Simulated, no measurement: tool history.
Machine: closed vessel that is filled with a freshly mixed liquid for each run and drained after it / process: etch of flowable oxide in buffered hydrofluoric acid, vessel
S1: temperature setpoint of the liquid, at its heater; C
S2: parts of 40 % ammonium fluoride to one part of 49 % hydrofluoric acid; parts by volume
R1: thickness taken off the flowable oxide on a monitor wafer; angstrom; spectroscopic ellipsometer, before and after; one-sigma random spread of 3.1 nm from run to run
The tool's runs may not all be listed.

{"run": 1, "hour": 0.0, "S1": 22.0, "S2": 13.0, "time in the liquid (s)": 105, "R1": 3098.8}
{"run": 2, "hour": 6.2, "S1": 22.0, "S2": 16.5, "time in the liquid (s)": 105, "R1": 2445.6}
{"run": 3, "hour": 9.9, "S1": 22.0, "S2": 16.5, "time in the liquid (s)": 105, "R1": 2446.2}
{"run": 4, "hour": 18.5, "S1": 23.5, "S2": 16.5, "time in the liquid (s)": 105, "R1": 2667.4}
{"run": 5, "hour": 24.9, "S1": 25.0, "S2": 14.0, "time in the liquid (s)": 105, "R1": 3420.3}
{"run": 6, "hour": 29.2, "S1": 26.5, "S2": 14.0, "time in the liquid (s)": 105, "R1": 3705.9}
{"run": 7, "hour": 37.2, "S1": 27.5, "S2": 12.0, "time in the liquid (s)": 105, "R1": 4507.2}
{"run": 8, "hour": 40.7, "S1": 28.0, "S2": 10.5, "time in the liquid (s)": 105, "R1": 5275.2}

What does the tool deliver on the next run?
{"run": 9, "hour": 42.9, "S1": 28.5, "S2": 9.5, "time in the liquid (s)": 105, "R1": "?"}

R1: 5845.3 angstrom

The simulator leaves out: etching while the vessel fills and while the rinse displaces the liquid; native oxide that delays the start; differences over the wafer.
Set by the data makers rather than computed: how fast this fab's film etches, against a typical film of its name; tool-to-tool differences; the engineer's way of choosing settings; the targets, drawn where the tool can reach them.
